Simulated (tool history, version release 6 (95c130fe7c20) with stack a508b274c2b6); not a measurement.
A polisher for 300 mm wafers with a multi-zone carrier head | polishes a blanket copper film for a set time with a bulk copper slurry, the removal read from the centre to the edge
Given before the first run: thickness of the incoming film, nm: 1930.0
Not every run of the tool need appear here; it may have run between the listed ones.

run	hour	flow of slurry (ml/min)	pressure of the head's centre zone	pressure of the head's middle zone	pressure of the head's edge zone	abrasive content of the slurry	polishing time (s)	film removed at the wafer's centre (Å)	film removed at mid-radius (Å)	film removed at the wafer's edge (Å)
1	0	260	1	1	1	1	71	8092.7	7811.5	7838.7
2	7.1	260	1	1	0.96	1	71	7852.6	7800.3	7622
3	12	250	0.99	0.96	0.93	0.9	66	7026.3	6859.2	6843.8
4	18.4	245	0.98	0.93	0.91	0.8	62	6430.1	6252.2	6207.9
5	24.8	195	0.98	0.93	0.91	0.8	62	6135.1	5954.9	6036.4
6	32.1	195	1.03	0.93	0.91	0.8	62	6562.9	6071.1	5975.4
7	34.4	190	1.01	0.91	0.89	0.75	59	5948.8	5559.3	5590.8
8	42	185	0.99	0.89	0.88	0.7	57	5430.3	5194.1	5288.6
9	49.1	185	0.95	0.82	0.82	0.5	52	4498.6	4242.5	4333.7
10	55.3	195	0.94	0.82	0.83	0.5	52	4477.9	4293.6	4390.3
11	63.6	200	0.94	0.82	0.84	0.5	52	4523.5	4203.1	4428.4

Predict the results of run 12:
12	67.7	205	0.93	0.83	0.85	0.5	52	?	?	?

{"run 12": {"film removed at the wafer's centre (Å)": 4528.9, "film removed at mid-radius (Å)": 4270.5, "film removed at the wafer's edge (Å)": 4460.5}}
